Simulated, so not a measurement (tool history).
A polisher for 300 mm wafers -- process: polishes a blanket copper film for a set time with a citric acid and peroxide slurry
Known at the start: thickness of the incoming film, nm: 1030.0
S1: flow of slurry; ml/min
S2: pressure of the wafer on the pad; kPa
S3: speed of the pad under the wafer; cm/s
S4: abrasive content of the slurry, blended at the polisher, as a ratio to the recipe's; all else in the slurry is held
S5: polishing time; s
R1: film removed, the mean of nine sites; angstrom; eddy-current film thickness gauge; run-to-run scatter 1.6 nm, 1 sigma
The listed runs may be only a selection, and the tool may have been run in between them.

Run 1, hour 0: S1 225 ml/min, S2 29 kPa, S3 118 cm/s, S4 1, S5 91 s. Result: R1 3847.8 angstrom.
Run 2, hour 4.4: S1 225 ml/min, S2 26.2 kPa, S3 116 cm/s, S4 1, S5 91 s. Result: R1 3454.4 angstrom.
Run 3, hour 7.9: S1 225 ml/min, S2 24.1 kPa, S3 114 cm/s, S4 1, S5 91 s. Result: R1 3179.5 angstrom.
Run 4, hour 12: S1 225 ml/min, S2 22.1 kPa, S3 112 cm/s, S4 1, S5 91 s. Result: R1 2868.6 angstrom.
Run 5, hour 19.7: S1 225 ml/min, S2 22.1 kPa, S3 98 cm/s, S4 1, S5 91 s. Result: R1 2551.5 angstrom.
At hour 27.5: worn pad replaced by a new one.
Run 6, hour 27.5: S1 265 ml/min, S2 22.1 kPa, S3 98 cm/s, S4 1, S5 91 s. Result: R1 2771.7 angstrom.
Run 7, hour 35.7: S1 245 ml/min, S2 21.4 kPa, S3 98 cm/s, S4 1, S5 91 s. Result: R1 2669.3 angstrom.
Run 8, hour 41.4: S1 230 ml/min, S2 20.7 kPa, S3 98 cm/s, S4 1, S5 91 s. Result: R1 2560.1 angstrom.
Run 9, hour 46.9: S1 220 ml/min, S2 20 kPa, S3 98 cm/s, S4 1, S5 91 s. Result: R1 2457.7 angstrom.
Run 10, hour 55.2: S1 210 ml/min, S2 19.3 kPa, S3 98 cm/s, S4 1, S5 91 s. Result: R1 2385.7 angstrom.
Run 11, hour 61.4: S1 200 ml/min, S2 18.6 kPa, S3 98 cm/s, S4 1, S5 91 s. Result: R1 2327.3 angstrom.

For run 12, what comes out?
Run 12, hour 62.4: S1 195 ml/min, S2 17.9 kPa, S3 98 cm/s, S4 1, S5 91 s. Result: R1 ?.

{"run 12": {"R1": 2257.5}}
